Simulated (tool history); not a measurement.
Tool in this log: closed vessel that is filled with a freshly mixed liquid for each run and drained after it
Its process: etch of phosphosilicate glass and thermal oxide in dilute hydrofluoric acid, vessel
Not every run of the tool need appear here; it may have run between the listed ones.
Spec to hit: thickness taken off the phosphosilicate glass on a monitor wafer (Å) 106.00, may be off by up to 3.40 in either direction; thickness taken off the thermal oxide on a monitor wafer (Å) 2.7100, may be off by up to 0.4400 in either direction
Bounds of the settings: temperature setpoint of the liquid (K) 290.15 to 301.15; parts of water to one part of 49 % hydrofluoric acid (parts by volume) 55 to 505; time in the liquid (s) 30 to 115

| run | hour | temperature setpoint of the liquid (K) | parts of water to one part of 49 % hydrofluoric acid (parts by volume) | time in the liquid (s) | thickness taken off the phosphosilicate glass on a monitor wafer (Å) | thickness taken off the thermal oxide on a monitor wafer (Å) |
|---|---|---|---|---|---|---|
| 1 | 0.0 | 293.15 | 280 | 60 | 275.05 | 7.3818 |
| 2 | 4.9 | 292.65 | 310 | 60 | 236.73 | 6.6749 |
| 3 | 12.9 | 292.65 | 335 | 60 | 212.38 | 5.4315 |
| 4 | 17.1 | 295.65 | 335 | 60 | 239.32 | 5.9660 |
| 5 | 23.7 | 294.65 | 355 | 60 | 215.33 | 5.5213 |
| 6 | 24.2 | 294.65 | 450 | 60 | 156.48 | 3.6777 |
| 7 | 28.2 | 294.15 | 455 | 60 | 150.80 | 3.6668 |
| 8 | 31.3 | 293.65 | 465 | 60 | 145.54 | 3.7033 |
| 9 | 38.2 | 293.65 | 470 | 60 | 140.52 | 3.6014 |
| 10 | 42.3 | 293.65 | 475 | 60 | 141.17 | 3.4582 |
| 11 | 48.5 | 293.15 | 480 | 60 | 135.35 | 3.6766 |
| 12 | 51.7 | 293.15 | 485 | 60 | 133.77 | 3.3892 |
| 13 | 57.3 | 293.15 | 485 | 60 | 134.97 | 3.5749 |
| 14 | 64.6 | 293.15 | 490 | 60 | 133.24 | 3.2842 |
| 15 | 66.0 | 292.65 | 490 | 60 | 131.83 | 3.3215 |
| 16 | 72.6 | 292.15 | 500 | 55 | 114.25 | 2.8871 |

5 next moves are on the table. One of them brings every result within its allowed miss. Which?
| A | 79.2 | 294.15 | 475 | 45 | ? | ? |
| B | 79.2 | 301.15 | 415 | 35 | ? | ? |
| C | 79.2 | 298.15 | 415 | 35 | ? | ? |
| D | 79.2 | 292.65 | 470 | 55 | ? | ? |
| E | 79.2 | 290.15 | 505 | 65 | ? | ? |

| move | thickness taken off the phosphosilicate glass on a monitor wafer (Å) | thickness taken off the thermal oxide on a monitor wafer (Å) |
|---|---|---|
| A | 106.85 | 2.8626 |
| B | 125.31 | 3.3571 |
| C | 114.01 | 3.0545 |
| D | 126.03 | 3.3765 |
| E | 123.97 | 3.3214 |
A: all results land within tolerance of their targets
B: misses by more than the last run did
C: no better and no worse than the last run
D: misses by more than the last run did
E: misses by more than the last run did
So the answer is move A, the one that meets all the targets.
